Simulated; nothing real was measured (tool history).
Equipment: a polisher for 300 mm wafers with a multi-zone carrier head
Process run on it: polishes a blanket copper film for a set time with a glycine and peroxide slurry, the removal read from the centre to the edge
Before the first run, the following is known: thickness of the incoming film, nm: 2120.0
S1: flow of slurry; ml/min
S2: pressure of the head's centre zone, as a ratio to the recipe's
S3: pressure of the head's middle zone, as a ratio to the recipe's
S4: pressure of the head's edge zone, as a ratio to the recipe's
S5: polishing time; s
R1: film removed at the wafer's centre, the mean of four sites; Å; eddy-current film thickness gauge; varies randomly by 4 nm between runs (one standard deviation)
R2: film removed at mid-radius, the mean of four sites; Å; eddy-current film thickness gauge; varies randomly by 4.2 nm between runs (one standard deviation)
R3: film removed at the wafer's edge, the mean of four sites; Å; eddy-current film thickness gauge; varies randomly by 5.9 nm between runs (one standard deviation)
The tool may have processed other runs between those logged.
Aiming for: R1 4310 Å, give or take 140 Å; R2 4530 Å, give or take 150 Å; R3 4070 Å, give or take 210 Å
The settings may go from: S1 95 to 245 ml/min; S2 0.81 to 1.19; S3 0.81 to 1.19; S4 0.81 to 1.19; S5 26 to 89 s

run	hour	S1	S2	S3	S4	S5	R1	R2	R3
1	0	155	1	1	1	57	2671.5	2807.3	2812.4
2	1.1	165	1.02	1.03	1.02	60	2924.5	3053.1	3040.3
3	3.9	165	1.02	1.03	1.02	71	3478.8	3597	3566.6
4	12.2	175	1.03	1.05	1.03	72	3657.8	3776.9	3671.8
5	16.5	175	1.03	1.05	1.03	85	4293	4427.3	4307
6	21.1	140	1.03	1.05	1.03	85	3960.5	4256.8	4202.3
7	23.5	145	1.03	1.06	1.02	85	4041.5	4246.3	4268.4
8	28.4	145	1.03	1.06	1.02	85	4072.6	4341.2	4179.5
9	36.2	150	1.03	1.07	1.01	85	4043.5	4331.1	4164
10	38.1	180	1.09	1.13	0.94	85	4531.6	4732.3	4315.4
11	42.8	175	1.09	1.13	0.93	85	4505.1	4761.5	4060.4

Which one of the following 5 next-run settings gets every result inside its allowed miss? There is exactly one.
A	47.5	185	1.06	1.1	0.94	82	?	?	?
B	47.5	200	1.14	1.18	0.94	83	?	?	?
C	47.5	155	1.15	1.11	1.06	79	?	?	?
D	47.5	190	1.08	1.16	0.91	86	?	?	?
E	47.5	175	1.11	1.09	0.93	84	?	?	?

move	R1	R2	R3
A	4350.4	4570.8	4091.1
B	4820.1	4992.9	4184.8
C	4328.3	4251.3	4053.9
D	4679.2	5046.1	4240.3
E	4597.8	4587.4	4134
A: in spec on every target
B: further off than the last run
C: carries the result that was furthest off beyond its target, to the other side
D: further off than the last run
E: meets the target for the result that was furthest off, but another lies outside its allowed miss
Go with A: it meets all targets.
